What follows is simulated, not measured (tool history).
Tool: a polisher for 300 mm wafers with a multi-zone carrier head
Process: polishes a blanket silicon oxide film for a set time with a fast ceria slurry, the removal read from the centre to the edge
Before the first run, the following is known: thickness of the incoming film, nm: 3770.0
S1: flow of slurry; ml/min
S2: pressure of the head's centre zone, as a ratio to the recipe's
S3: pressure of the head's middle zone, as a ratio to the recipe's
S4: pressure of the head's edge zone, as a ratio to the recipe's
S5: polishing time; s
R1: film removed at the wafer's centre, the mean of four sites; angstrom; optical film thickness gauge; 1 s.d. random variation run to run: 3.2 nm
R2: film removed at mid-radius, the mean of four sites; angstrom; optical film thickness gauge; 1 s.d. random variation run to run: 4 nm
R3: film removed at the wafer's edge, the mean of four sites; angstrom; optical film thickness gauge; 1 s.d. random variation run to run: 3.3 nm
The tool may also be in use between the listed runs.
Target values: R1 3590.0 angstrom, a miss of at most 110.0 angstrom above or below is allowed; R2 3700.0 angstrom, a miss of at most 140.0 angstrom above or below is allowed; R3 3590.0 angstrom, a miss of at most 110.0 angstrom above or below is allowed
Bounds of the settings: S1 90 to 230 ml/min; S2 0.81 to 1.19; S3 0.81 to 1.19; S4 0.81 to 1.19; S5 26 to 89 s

{"run": 1, "hour": 0.0, "S1": 150, "S2": 1.0, "S3": 1.0, "S4": 1.0, "S5": 57, "R1": 5698.2, "R2": 5867.4, "R3": 5850.7}
{"run": 2, "hour": 8.6, "S1": 150, "S2": 1.0, "S3": 1.05, "S4": 1.0, "S5": 57, "R1": 5750.6, "R2": 6136.8, "R3": 5887.9}
{"run": 3, "hour": 11.7, "S1": 145, "S2": 0.99, "S3": 1.03, "S4": 0.98, "S5": 53, "R1": 5296.9, "R2": 5596.3, "R3": 5310.6}
{"run": 4, "hour": 18.3, "S1": 165, "S2": 0.99, "S3": 1.03, "S4": 0.98, "S5": 53, "R1": 5330.2, "R2": 5671.4, "R3": 5486.0}
{"run": 5, "hour": 25.6, "S1": 165, "S2": 0.99, "S3": 1.06, "S4": 0.98, "S5": 53, "R1": 5359.9, "R2": 5750.3, "R3": 5378.7}
{"run": 6, "hour": 28.6, "S1": 160, "S2": 0.98, "S3": 1.03, "S4": 0.96, "S5": 50, "R1": 4922.6, "R2": 5318.5, "R3": 5075.5}
{"run": 7, "hour": 34.7, "S1": 155, "S2": 0.98, "S3": 1.01, "S4": 0.94, "S5": 48, "R1": 4714.6, "R2": 5068.5, "R3": 4876.1}
{"run": 8, "hour": 40.9, "S1": 155, "S2": 0.98, "S3": 1.01, "S4": 0.94, "S5": 48, "R1": 4705.3, "R2": 5067.6, "R3": 4877.4}
{"run": 9, "hour": 49.3, "S1": 150, "S2": 0.99, "S3": 1.0, "S4": 0.92, "S5": 46, "R1": 4574.0, "R2": 4766.4, "R3": 4549.9}
{"run": 10, "hour": 58.0, "S1": 150, "S2": 0.99, "S3": 1.0, "S4": 0.92, "S5": 46, "R1": 4599.2, "R2": 4755.7, "R3": 4576.7}
{"run": 11, "hour": 59.6, "S1": 145, "S2": 0.98, "S3": 0.99, "S4": 0.9, "S5": 45, "R1": 4418.9, "R2": 4561.7, "R3": 4323.7}
{"run": 12, "hour": 66.0, "S1": 140, "S2": 0.96, "S3": 0.97, "S4": 0.88, "S5": 45, "R1": 4250.5, "R2": 4527.7, "R3": 4389.0}
{"run": 13, "hour": 71.2, "S1": 125, "S2": 0.99, "S3": 0.97, "S4": 0.86, "S5": 32, "R1": 3009.6, "R2": 3115.3, "R3": 3033.2}
{"run": 14, "hour": 76.8, "S1": 135, "S2": 0.99, "S3": 0.97, "S4": 0.86, "S5": 32, "R1": 3109.1, "R2": 3164.0, "R3": 3041.5}
{"run": 15, "hour": 85.2, "S1": 145, "S2": 0.98, "S3": 0.97, "S4": 0.87, "S5": 32, "R1": 3098.7, "R2": 3243.9, "R3": 3045.1}
{"run": 16, "hour": 89.0, "S1": 150, "S2": 0.98, "S3": 0.97, "S4": 0.89, "S5": 33, "R1": 3238.7, "R2": 3436.1, "R3": 3155.3}
{"run": 17, "hour": 96.8, "S1": 145, "S2": 0.98, "S3": 0.97, "S4": 0.89, "S5": 34, "R1": 3298.6, "R2": 3439.6, "R3": 3295.5}
{"run": 18, "hour": 98.0, "S1": 150, "S2": 0.98, "S3": 0.96, "S4": 0.9, "S5": 34, "R1": 3369.8, "R2": 3422.6, "R3": 3312.4}
{"run": 19, "hour": 105.1, "S1": 155, "S2": 0.97, "S3": 0.96, "S4": 0.91, "S5": 34, "R1": 3354.0, "R2": 3553.5, "R3": 3326.1}
{"run": 20, "hour": 109.9, "S1": 155, "S2": 0.97, "S3": 0.95, "S4": 0.92, "S5": 34, "R1": 3306.0, "R2": 3367.4, "R3": 3346.8}
{"run": 21, "hour": 118.0, "S1": 160, "S2": 0.97, "S3": 0.95, "S4": 0.92, "S5": 34, "R1": 3328.9, "R2": 3429.8, "R3": 3399.4}

4 candidate next runs follow, results not yet known. Just one meets every target within its allowed miss. Identify it.
{"run": "A", "hour": 126.1, "S1": 190, "S2": 1.02, "S3": 0.93, "S4": 0.81, "S5": 36, "R1": "?", "R2": "?", "R3": "?"}
{"run": "B", "hour": 126.1, "S1": 140, "S2": 0.9, "S3": 1.01, "S4": 0.87, "S5": 36, "R1": "?", "R2": "?", "R3": "?"}
{"run": "C", "hour": 126.1, "S1": 135, "S2": 1.0, "S3": 0.97, "S4": 0.93, "S5": 37, "R1": "?", "R2": "?", "R3": "?"}
{"run": "D", "hour": 126.1, "S1": 130, "S2": 0.83, "S3": 0.97, "S4": 0.9, "S5": 37, "R1": "?", "R2": "?", "R3": "?"}

move=A R1=3806.4 R2=3690.1 R3=3514.0
move=B R1=3142.3 R2=3650.4 R3=3461.5
move=C R1=3556.6 R2=3632.7 R3=3635.3
move=D R1=2916.8 R2=3603.0 R3=3563.5
A: moves the result that the last run missed by most past its target, out the other side
B: the biggest miss grows against the last run
C: in spec on every target
D: the biggest miss grows against the last run
So the answer is move C, the one that meets all the targets.
